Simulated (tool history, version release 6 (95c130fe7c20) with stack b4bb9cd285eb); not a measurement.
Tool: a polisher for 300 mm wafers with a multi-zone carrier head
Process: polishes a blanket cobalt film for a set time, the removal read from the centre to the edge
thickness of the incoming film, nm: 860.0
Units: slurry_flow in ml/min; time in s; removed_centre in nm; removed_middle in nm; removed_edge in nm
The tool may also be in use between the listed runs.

run,hour,slurry_flow,centre_zone,middle_zone,edge_zone,time,removed_centre,removed_middle,removed_edge
1,0,250,1,1,1,43,124.55,116.46,114.48
2,7.2,250,1,1.04,1,43,119.9,120.17,117.97
3,13.7,250,1,1.12,1,43,120.81,128.79,114.53
4,19.6,250,1,1.06,1,43,119.36,120.61,114.08
5,22.1,250,1,1.09,1,43,120.69,125.37,112.2
6,24.1,250,1,1.09,1,38,109.32,111.44,100.93

Run 7 comes next. What will it give?
7,26.4,260,1.03,1.08,1.01,39,?,?,?

removed_centre: 112.11 nm
removed_middle: 113.34 nm
removed_edge: 105.64 nm
